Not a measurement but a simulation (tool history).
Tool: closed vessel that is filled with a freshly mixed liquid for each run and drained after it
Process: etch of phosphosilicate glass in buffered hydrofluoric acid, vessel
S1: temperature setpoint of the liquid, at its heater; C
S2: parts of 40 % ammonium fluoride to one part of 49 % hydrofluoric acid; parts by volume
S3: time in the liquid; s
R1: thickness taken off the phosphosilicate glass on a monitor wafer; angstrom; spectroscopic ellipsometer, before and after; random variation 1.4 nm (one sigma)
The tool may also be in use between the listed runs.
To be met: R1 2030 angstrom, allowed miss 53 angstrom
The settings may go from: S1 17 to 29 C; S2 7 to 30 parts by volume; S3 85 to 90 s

run	day	S1	S2	S3	R1
1	0	21	20	85	1621.7
2	0.071	22	20	85	1719.9
3	0.408	20	20	85	1549.3
4	0.471	21.5	20	85	1671.7
5	0.75	22.5	20	85	1767.6
6	0.938	22.5	20	90	1853
7	1.042	23	20	90	1909.5
8	1.279	23.5	20	90	1950.9

5 next moves are on the table. One of them brings every result within its allowed miss. Which?
A	1.517	23	20	90	?
B	1.517	23	19.5	85	?
C	1.517	24	21	85	?
D	1.517	27	26.5	85	?
E	1.517	25.5	20.5	85	?

move	R1
A	1911.8
B	1851.3
C	1844.6
D	1850.5
E	2035.2
A: further off than the last run
B: further off than the last run
C: further off than the last run
D: further off than the last run
E: meets every target
Move E is the one to make.
